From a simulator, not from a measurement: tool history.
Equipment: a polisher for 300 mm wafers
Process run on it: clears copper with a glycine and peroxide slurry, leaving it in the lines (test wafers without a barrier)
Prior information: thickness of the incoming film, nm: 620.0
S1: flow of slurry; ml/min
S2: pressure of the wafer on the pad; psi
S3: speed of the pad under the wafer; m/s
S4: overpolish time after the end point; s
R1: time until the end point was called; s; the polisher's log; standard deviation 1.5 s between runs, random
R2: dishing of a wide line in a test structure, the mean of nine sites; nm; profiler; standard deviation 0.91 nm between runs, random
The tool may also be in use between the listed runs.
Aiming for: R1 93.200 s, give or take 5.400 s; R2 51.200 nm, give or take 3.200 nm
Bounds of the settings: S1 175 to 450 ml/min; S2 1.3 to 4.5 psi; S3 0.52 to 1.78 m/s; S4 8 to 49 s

{"run": 1, "hour": 0.0, "S1": 290, "S2": 2.9, "S3": 1.14, "S4": 25, "R1": 98.052, "R2": 78.423}
{"run": 2, "hour": 5.5, "S1": 290, "S2": 2.9, "S3": 1.02, "S4": 25, "R1": 106.54, "R2": 72.489}
{"run": 3, "hour": 7.1, "S1": 290, "S2": 2.9, "S3": 1.02, "S4": 29, "R1": 108.16, "R2": 80.772}
{"run": 4, "hour": 11.6, "S1": 290, "S2": 2.6, "S3": 1.02, "S4": 29, "R1": 121.86, "R2": 75.911}
{"run": 5, "hour": 18.6, "S1": 290, "S2": 2.8, "S3": 1.02, "S4": 23, "R1": 113.77, "R2": 67.377}
{"run": 6, "hour": 23.4, "S1": 290, "S2": 2.3, "S3": 1.02, "S4": 23, "R1": 130.76, "R2": 57.652}
{"run": 7, "hour": 24.8, "S1": 290, "S2": 2.5, "S3": 1.04, "S4": 19, "R1": 119.32, "R2": 54.958}
{"run": 8, "hour": 26.5, "S1": 290, "S2": 2.7, "S3": 1.06, "S4": 16, "R1": 113.95, "R2": 51.148}
{"run": 9, "hour": 30.5, "S1": 290, "S2": 2.9, "S3": 1.08, "S4": 15, "R1": 100.56, "R2": 51.518}
{"run": 10, "hour": 35.9, "S1": 290, "S2": 2.9, "S3": 1.08, "S4": 15, "R1": 102.35, "R2": 54.073}
{"run": 11, "hour": 36.6, "S1": 290, "S2": 3.0, "S3": 1.08, "S4": 14, "R1": 99.934, "R2": 50.461}

Of the 4 settings listed for the next run, only one would bring every result within its allowed miss of target. Which one?
{"run": "A", "hour": 37.3, "S1": 235, "S2": 2.8, "S3": 1.34, "S4": 11, "R1": "?", "R2": "?"}
{"run": "B", "hour": 37.3, "S1": 300, "S2": 2.8, "S3": 1.48, "S4": 12, "R1": "?", "R2": "?"}
{"run": "C", "hour": 37.3, "S1": 315, "S2": 3.0, "S3": 1.16, "S4": 12, "R1": "?", "R2": "?"}
{"run": "D", "hour": 37.3, "S1": 275, "S2": 3.3, "S3": 1.06, "S4": 13, "R1": "?", "R2": "?"}

move=A R1=93.913 R2=42.814
move=B R1=84.423 R2=49.990
move=C R1=95.847 R2=45.505
move=D R1=95.948 R2=48.844
A: meets the target for the result that was furthest off, but another lies outside its allowed miss
B: takes the biggest miss from the last run beyond its target
C: meets the target for the result that was furthest off, but another lies outside its allowed miss
D: every result lands within tolerance
D is the move that brings every result within its allowed miss.
